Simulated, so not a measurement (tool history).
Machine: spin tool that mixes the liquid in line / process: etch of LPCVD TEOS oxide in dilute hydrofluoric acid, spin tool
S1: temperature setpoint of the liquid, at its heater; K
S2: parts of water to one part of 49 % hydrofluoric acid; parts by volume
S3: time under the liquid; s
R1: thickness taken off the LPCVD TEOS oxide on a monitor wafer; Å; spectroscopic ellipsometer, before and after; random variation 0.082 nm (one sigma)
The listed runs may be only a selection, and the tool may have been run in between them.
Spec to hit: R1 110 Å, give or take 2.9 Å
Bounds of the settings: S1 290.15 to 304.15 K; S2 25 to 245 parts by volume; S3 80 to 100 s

run 1 hour=0 | S1=296.15 S2=135 S3=100 | R1=178.18
run 2 hour=4.2 | S1=294.15 S2=145 S3=100 | R1=152.13
run 3 hour=6.4 | S1=294.15 S2=145 S3=80 | R1=120.64
run 4 hour=7.2 | S1=294.15 S2=145 S3=100 | R1=150.56
run 5 hour=13 | S1=294.15 S2=175 S3=100 | R1=120.82
run 6 hour=17.6 | S1=293.65 S2=175 S3=100 | R1=117.16
run 7 hour=22.4 | S1=293.15 S2=175 S3=100 | R1=116.87
run 8 hour=30.9 | S1=292.65 S2=175 S3=100 | R1=112.83

Which one of the following 4 next-run settings gets every result inside its allowed miss? There is exactly one.
run A hour=39.4 | S1=290.65 S2=140 S3=85 | R1=?
run B hour=39.4 | S1=290.65 S2=145 S3=90 | R1=?
run C hour=39.4 | S1=293.15 S2=160 S3=95 | R1=?
run D hour=39.4 | S1=291.15 S2=165 S3=95 | R1=?

move=A R1=114.77
move=B R1=116.75
move=C R1=121.64
move=D R1=108.37
A: its largest miss is bigger than the last run's
B: its largest miss is bigger than the last run's
C: its largest miss is bigger than the last run's
D: all results land within tolerance of their targets
The right move is D.

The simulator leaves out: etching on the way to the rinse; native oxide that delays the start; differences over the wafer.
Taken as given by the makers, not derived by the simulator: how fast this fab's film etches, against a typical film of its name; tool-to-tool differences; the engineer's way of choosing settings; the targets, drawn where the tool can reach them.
